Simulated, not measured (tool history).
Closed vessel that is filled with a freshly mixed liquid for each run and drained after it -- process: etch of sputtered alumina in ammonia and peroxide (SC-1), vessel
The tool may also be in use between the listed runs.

run    day  temperature setpoint of the liquid (K)  parts of 29 % ammonia solution to one part of 30 % peroxide (parts by volume)  time in the liquid (s)  thickness taken off the sputtered alumina on a monitor wafer (nm)
  1  0.000                                  327.15                                                                           0.55                     345                                                             38.989
  2  0.229                                  323.65                                                                           0.55                     345                                                             32.567
  3  0.546                                  322.65                                                                           0.55                     345                                                             30.526
  4  0.879                                  322.15                                                                           0.55                     345                                                             29.181
  5  1.075                                  321.65                                                                           0.55                     345                                                             29.027
  6  1.467                                  321.65                                                                           0.55                     370                                                             30.797

Predict the results of run 7:
  7  1.650                                  321.15                                                                           0.55                     370                                                                  ?

Run 7 measured thickness taken off the sputtered alumina on a monitor wafer (nm) 30.094.

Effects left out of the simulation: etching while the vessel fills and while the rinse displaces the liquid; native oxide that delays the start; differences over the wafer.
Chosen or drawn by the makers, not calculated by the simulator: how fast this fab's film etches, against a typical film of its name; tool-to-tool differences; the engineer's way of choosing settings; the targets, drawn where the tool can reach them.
